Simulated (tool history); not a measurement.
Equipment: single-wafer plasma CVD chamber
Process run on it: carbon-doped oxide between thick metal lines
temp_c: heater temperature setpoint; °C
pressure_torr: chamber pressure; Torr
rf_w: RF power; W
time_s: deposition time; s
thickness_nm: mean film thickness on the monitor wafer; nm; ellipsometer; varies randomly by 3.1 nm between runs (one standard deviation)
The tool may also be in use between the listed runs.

| run | hour | temp_c | pressure_torr | rf_w | time_s | thickness_nm |
|---|---|---|---|---|---|---|
| 1 | 0 | 335 | 3.96 | 670 | 114 | 701.58 |
| 2 | 7.3 | 339 | 3.96 | 670 | 114 | 691.32 |
| 3 | 10.6 | 335 | 3.96 | 670 | 114 | 702.08 |
| 4 | 11.5 | 335 | 3.96 | 670 | 109 | 668.41 |
| 5 | 15.4 | 341 | 3.96 | 670 | 109 | 658.26 |
| 6 | 23.5 | 335 | 4.22 | 680 | 109 | 679.54 |

Run 7, settings as shown, results not yet in. Your forecast:
| 7 | 29 | 331 | 4.34 | 695 | 109 | ? |

{"run 7": {"thickness_nm": 697.18}}
